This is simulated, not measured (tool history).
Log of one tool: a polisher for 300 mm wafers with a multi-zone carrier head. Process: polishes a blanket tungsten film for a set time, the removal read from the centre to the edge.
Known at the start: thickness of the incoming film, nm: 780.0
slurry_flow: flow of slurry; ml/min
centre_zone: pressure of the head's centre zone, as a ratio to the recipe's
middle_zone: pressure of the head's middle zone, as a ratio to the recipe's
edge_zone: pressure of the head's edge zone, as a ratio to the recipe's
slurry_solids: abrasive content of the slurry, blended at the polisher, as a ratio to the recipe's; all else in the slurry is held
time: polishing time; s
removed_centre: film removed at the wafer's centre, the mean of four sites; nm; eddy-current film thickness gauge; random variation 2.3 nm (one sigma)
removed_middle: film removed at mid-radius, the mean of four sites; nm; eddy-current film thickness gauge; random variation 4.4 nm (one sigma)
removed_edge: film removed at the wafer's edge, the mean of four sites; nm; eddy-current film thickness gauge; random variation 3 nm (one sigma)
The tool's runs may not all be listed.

run	hour	slurry_flow	centre_zone	middle_zone	edge_zone	slurry_solids	time	removed_centre	removed_middle	removed_edge
1	0	295	1	1	1	1	41	263.46	258.49	265.12
2	3.3	295	1	1	1	1.15	41	265.72	269.84	267.17
3	6.4	295	1	1	1	1.25	41	271.84	268.47	276.37
4	14.2	295	1.08	1	1	1.25	41	291.91	267.75	270.48
5	18.8	355	1.08	1	1	1.25	41	294.62	274.76	275.96
6	24.6	355	1.1	1	1.02	1.3	42	310.39	276.4	286.96
7	31	360	1.11	1.02	1.04	1.35	43	318.43	294.09	300.23
8	33.9	360	1.12	1.02	1.05	1.4	44	334.34	308.9	309.36

Run 9 comes next. What will it give?
9	41.9	365	1.13	1.01	1.06	1.4	45	?	?	?

removed_centre: 344.66 nm
removed_middle: 302.59 nm
removed_edge: 323.32 nm

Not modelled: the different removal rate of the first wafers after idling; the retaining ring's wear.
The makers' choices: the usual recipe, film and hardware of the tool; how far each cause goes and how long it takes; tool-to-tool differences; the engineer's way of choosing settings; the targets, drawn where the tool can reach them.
